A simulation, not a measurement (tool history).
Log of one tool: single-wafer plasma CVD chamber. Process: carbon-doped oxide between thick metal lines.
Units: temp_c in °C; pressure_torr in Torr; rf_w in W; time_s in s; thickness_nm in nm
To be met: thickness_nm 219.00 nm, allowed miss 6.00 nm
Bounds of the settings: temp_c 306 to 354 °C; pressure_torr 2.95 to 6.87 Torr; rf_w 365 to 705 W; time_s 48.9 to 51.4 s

Run 1, hour 0.0: temp_c 330 °C, pressure_torr 4.91 Torr, rf_w 535 W, time_s 51.4 s. Result: thickness_nm 271.43 nm.
Run 2, hour 8.0: temp_c 326 °C, pressure_torr 4.91 Torr, rf_w 535 W, time_s 51.4 s. Result: thickness_nm 272.87 nm.
Run 3, hour 16.7: temp_c 326 °C, pressure_torr 4.91 Torr, rf_w 535 W, time_s 51.4 s. Result: thickness_nm 275.06 nm.
Run 4, hour 25.1: temp_c 326 °C, pressure_torr 4.44 Torr, rf_w 535 W, time_s 51.4 s. Result: thickness_nm 270.33 nm.
Run 5, hour 31.1: temp_c 326 °C, pressure_torr 4.37 Torr, rf_w 520 W, time_s 51.2 s. Result: thickness_nm 261.91 nm.
Run 6, hour 37.9: temp_c 326 °C, pressure_torr 4.26 Torr, rf_w 510 W, time_s 51.1 s. Result: thickness_nm 258.37 nm.
Run 7, hour 38.7: temp_c 326 °C, pressure_torr 4.17 Torr, rf_w 500 W, time_s 51.0 s. Result: thickness_nm 251.28 nm.
Run 8, hour 45.2: temp_c 327 °C, pressure_torr 4.07 Torr, rf_w 495 W, time_s 51.0 s. Result: thickness_nm 247.02 nm.
Run 9, hour 48.5: temp_c 328 °C, pressure_torr 3.97 Torr, rf_w 490 W, time_s 51.0 s. Result: thickness_nm 246.89 nm.
Run 10, hour 50.6: temp_c 330 °C, pressure_torr 3.74 Torr, rf_w 405 W, time_s 49.4 s. Result: thickness_nm 200.24 nm.
Run 11, hour 52.3: temp_c 329 °C, pressure_torr 3.79 Torr, rf_w 405 W, time_s 49.4 s. Result: thickness_nm 201.28 nm.
Run 12, hour 59.5: temp_c 328 °C, pressure_torr 3.84 Torr, rf_w 410 W, time_s 49.4 s. Result: thickness_nm 205.92 nm.

4 next moves are on the table. One of them brings every result within its allowed miss. Which?
Run A, hour 66.7: temp_c 325 °C, pressure_torr 3.79 Torr, rf_w 370 W, time_s 49.5 s. Result: thickness_nm ?.
Run B, hour 66.7: temp_c 344 °C, pressure_torr 3.21 Torr, rf_w 495 W, time_s 48.9 s. Result: thickness_nm ?.
Run C, hour 66.7: temp_c 326 °C, pressure_torr 3.41 Torr, rf_w 385 W, time_s 48.9 s. Result: thickness_nm ?.
Run D, hour 66.7: temp_c 328 °C, pressure_torr 3.48 Torr, rf_w 385 W, time_s 48.9 s. Result: thickness_nm ?.

move  thickness_nm
   A        190.56
   B        221.34
   C        191.16
   D        190.55
A: further off than the last run
B: meets every target
C: further off than the last run
D: further off than the last run
Answer: B

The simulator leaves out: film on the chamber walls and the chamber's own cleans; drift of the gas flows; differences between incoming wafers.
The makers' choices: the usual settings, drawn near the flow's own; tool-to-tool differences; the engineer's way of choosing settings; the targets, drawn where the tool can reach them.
